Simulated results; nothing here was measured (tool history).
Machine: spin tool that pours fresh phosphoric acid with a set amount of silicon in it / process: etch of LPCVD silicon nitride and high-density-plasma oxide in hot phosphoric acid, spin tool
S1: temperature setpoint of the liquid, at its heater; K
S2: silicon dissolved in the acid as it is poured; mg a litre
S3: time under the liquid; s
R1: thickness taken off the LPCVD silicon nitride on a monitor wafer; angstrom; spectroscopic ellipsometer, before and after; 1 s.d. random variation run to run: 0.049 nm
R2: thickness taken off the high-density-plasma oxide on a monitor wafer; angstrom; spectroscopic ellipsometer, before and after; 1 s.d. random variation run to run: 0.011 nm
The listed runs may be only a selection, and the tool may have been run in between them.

run 1 hour=0.0 | S1=434.15 S2=12.0 S3=180 | R1=172.680 R2=4.2281
run 2 hour=7.3 | S1=435.15 S2=12.0 S3=180 | R1=177.970 R2=4.3073
run 3 hour=14.8 | S1=434.65 S2=12.0 S3=180 | R1=175.110 R2=4.0264
run 4 hour=18.0 | S1=434.65 S2=15.0 S3=180 | R1=175.160 R2=3.6169
run 5 hour=23.8 | S1=435.65 S2=15.0 S3=180 | R1=180.020 R2=4.1930
run 6 hour=31.3 | S1=434.15 S2=15.5 S3=150 | R1=142.370 R2=3.0771
run 7 hour=34.1 | S1=431.65 S2=21.5 S3=80 | R1=70.217 R2=1.0745
run 8 hour=37.4 | S1=432.65 S2=22.0 S3=80 | R1=71.906 R2=1.0933
run 9 hour=43.8 | S1=433.65 S2=22.0 S3=80 | R1=74.691 R2=1.1655
run 10 hour=48.2 | S1=434.65 S2=22.0 S3=80 | R1=78.059 R2=1.3385

For run 11, what comes out?
run 11 hour=50.3 | S1=435.15 S2=22.5 S3=85 | R1=? R2=?

Run 11 gave R1 83.954 angstrom, R2 1.4759 angstrom.
